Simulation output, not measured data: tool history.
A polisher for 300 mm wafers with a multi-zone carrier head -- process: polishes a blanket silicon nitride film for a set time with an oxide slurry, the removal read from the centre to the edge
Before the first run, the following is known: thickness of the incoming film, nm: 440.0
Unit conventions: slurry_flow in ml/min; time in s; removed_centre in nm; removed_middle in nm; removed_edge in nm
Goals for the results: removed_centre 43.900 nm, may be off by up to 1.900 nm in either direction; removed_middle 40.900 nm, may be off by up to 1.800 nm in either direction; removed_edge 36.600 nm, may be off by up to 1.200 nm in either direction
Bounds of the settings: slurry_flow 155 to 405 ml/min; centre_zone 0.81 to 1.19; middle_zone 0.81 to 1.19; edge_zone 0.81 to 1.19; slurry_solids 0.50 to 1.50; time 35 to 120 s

Run 1, hour 0.0: slurry_flow 260 ml/min, centre_zone 1.00, middle_zone 1.00, edge_zone 1.00, slurry_solids 1.00, time 77 s. Result: removed_centre 80.255 nm, removed_middle 77.423 nm, removed_edge 75.096 nm.
Run 2, hour 4.8: slurry_flow 260 ml/min, centre_zone 1.01, middle_zone 1.00, edge_zone 0.97, slurry_solids 0.85, time 69 s. Result: removed_centre 62.633 nm, removed_middle 61.067 nm, removed_edge 60.718 nm.
Run 3, hour 5.5: slurry_flow 270 ml/min, centre_zone 1.06, middle_zone 1.03, edge_zone 0.93, slurry_solids 0.75, time 65 s. Result: removed_centre 57.398 nm, removed_middle 53.963 nm, removed_edge 51.911 nm.
Run 4, hour 10.3: slurry_flow 270 ml/min, centre_zone 1.06, middle_zone 0.95, edge_zone 0.93, slurry_solids 0.75, time 65 s. Result: removed_centre 59.081 nm, removed_middle 53.483 nm, removed_edge 51.713 nm.
Run 5, hour 15.1: slurry_flow 280 ml/min, centre_zone 1.07, middle_zone 0.97, edge_zone 0.90, slurry_solids 0.70, time 63 s. Result: removed_centre 54.980 nm, removed_middle 49.508 nm, removed_edge 47.282 nm.
Run 6, hour 20.6: slurry_flow 285 ml/min, centre_zone 1.07, middle_zone 0.99, edge_zone 0.88, slurry_solids 0.65, time 62 s. Result: removed_centre 50.612 nm, removed_middle 46.799 nm, removed_edge 43.518 nm.
Run 7, hour 26.9: slurry_flow 285 ml/min, centre_zone 1.07, middle_zone 0.99, edge_zone 0.88, slurry_solids 0.65, time 62 s. Result: removed_centre 50.637 nm, removed_middle 47.058 nm, removed_edge 43.107 nm.
Run 8, hour 27.5: slurry_flow 285 ml/min, centre_zone 1.07, middle_zone 0.99, edge_zone 0.88, slurry_solids 0.65, time 62 s. Result: removed_centre 51.161 nm, removed_middle 47.234 nm, removed_edge 43.525 nm.
Run 9, hour 35.6: slurry_flow 280 ml/min, centre_zone 1.07, middle_zone 0.98, edge_zone 0.87, slurry_solids 0.60, time 62 s. Result: removed_centre 48.595 nm, removed_middle 42.698 nm, removed_edge 40.353 nm.
Run 10, hour 36.8: slurry_flow 275 ml/min, centre_zone 1.06, middle_zone 1.00, edge_zone 0.85, slurry_solids 0.60, time 62 s. Result: removed_centre 48.025 nm, removed_middle 44.029 nm, removed_edge 40.216 nm.
Run 11, hour 38.8: slurry_flow 275 ml/min, centre_zone 1.05, middle_zone 1.00, edge_zone 0.84, slurry_solids 0.60, time 62 s. Result: removed_centre 48.019 nm, removed_middle 43.634 nm, removed_edge 39.965 nm.
Run 12, hour 41.7: slurry_flow 280 ml/min, centre_zone 1.04, middle_zone 1.01, edge_zone 0.83, slurry_solids 0.60, time 62 s. Result: removed_centre 46.564 nm, removed_middle 43.880 nm, removed_edge 39.864 nm.
Run 13, hour 44.2: slurry_flow 265 ml/min, centre_zone 1.06, middle_zone 1.02, edge_zone 0.81, slurry_solids 0.50, time 60 s. Result: removed_centre 37.832 nm, removed_middle 35.709 nm, removed_edge 31.180 nm.
Run 14, hour 48.2: slurry_flow 280 ml/min, centre_zone 1.06, middle_zone 1.01, edge_zone 0.81, slurry_solids 0.50, time 60 s. Result: removed_centre 39.044 nm, removed_middle 35.966 nm, removed_edge 32.264 nm.
Run 15, hour 50.5: slurry_flow 300 ml/min, centre_zone 1.07, middle_zone 1.02, edge_zone 0.82, slurry_solids 0.50, time 60 s. Result: removed_centre 38.314 nm, removed_middle 36.027 nm, removed_edge 32.324 nm.
Run 16, hour 51.2: slurry_flow 285 ml/min, centre_zone 1.06, middle_zone 1.02, edge_zone 0.82, slurry_solids 0.50, time 60 s. Result: removed_centre 39.167 nm, removed_middle 36.299 nm, removed_edge 32.254 nm.

5 candidate next runs follow, results not yet known. Just one meets every target within its allowed miss. Identify it.
Run A, hour 51.9: slurry_flow 260 ml/min, centre_zone 1.16, middle_zone 1.18, edge_zone 0.85, slurry_solids 0.60, time 53 s. Result: removed_centre ?, removed_middle ?, removed_edge ?.
Run B, hour 51.9: slurry_flow 295 ml/min, centre_zone 1.08, middle_zone 1.05, edge_zone 0.87, slurry_solids 0.70, time 49 s. Result: removed_centre ?, removed_middle ?, removed_edge ?.
Run C, hour 51.9: slurry_flow 280 ml/min, centre_zone 1.07, middle_zone 1.07, edge_zone 0.81, slurry_solids 0.65, time 60 s. Result: removed_centre ?, removed_middle ?, removed_edge ?.
Run D, hour 51.9: slurry_flow 300 ml/min, centre_zone 0.99, middle_zone 0.88, edge_zone 0.87, slurry_solids 0.55, time 66 s. Result: removed_centre ?, removed_middle ?, removed_edge ?.
Run E, hour 51.9: slurry_flow 290 ml/min, centre_zone 1.09, middle_zone 0.97, edge_zone 0.93, slurry_solids 0.60, time 51 s. Result: removed_centre ?, removed_middle ?, removed_edge ?.

move  removed_centre  removed_middle  removed_edge
   A          43.855          40.628        34.190
   B          43.199          40.437        36.406
   C          49.251          47.014        40.872
   D          43.723          41.032        40.283
   E          40.076          35.738        34.375
A: nearer the targets than the last run, but a result is still out of spec
B: hits every target within its allowed miss
C: carries the result that was furthest off beyond its target, to the other side
D: carries the result that was furthest off beyond its target, to the other side
E: nearer the targets than the last run, but a result is still out of spec
Correct choice: B, which meets every target

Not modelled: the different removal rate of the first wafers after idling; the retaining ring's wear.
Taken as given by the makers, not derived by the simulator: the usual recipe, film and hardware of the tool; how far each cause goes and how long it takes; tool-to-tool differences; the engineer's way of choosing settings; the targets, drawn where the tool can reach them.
